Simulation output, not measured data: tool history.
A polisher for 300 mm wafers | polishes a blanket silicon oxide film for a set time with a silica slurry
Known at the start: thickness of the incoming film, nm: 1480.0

| run | hour | flow of slurry (ml/min) | pressure of the wafer on the pad (psi) | speed of the pad under the wafer (cm/s) | abrasive content of the slurry | polishing time (s) | film removed (Å) |
|---|---|---|---|---|---|---|---|
| 1 | 0.0 | 175 | 5.0 | 138 | 1.0 | 120 | 4782.3 |
| 2 | 3.8 | 175 | 5.0 | 138 | 0.8 | 120 | 4248.3 |
| 3 | 12.6 | 175 | 5.0 | 138 | 0.8 | 120 | 4252.2 |
| 4 | 19.0 | 175 | 4.6 | 126 | 0.8 | 120 | 3769.8 |
| 5 | 24.6 | 140 | 4.6 | 126 | 0.8 | 120 | 3562.1 |
| 6 | 28.8 | 140 | 3.4 | 126 | 0.8 | 120 | 2747.5 |

The next listed run, before its measurement:
| 7 | 29.7 | 140 | 3.4 | 126 | 0.8 | 120 | ? |

film removed (Å): 2746.9
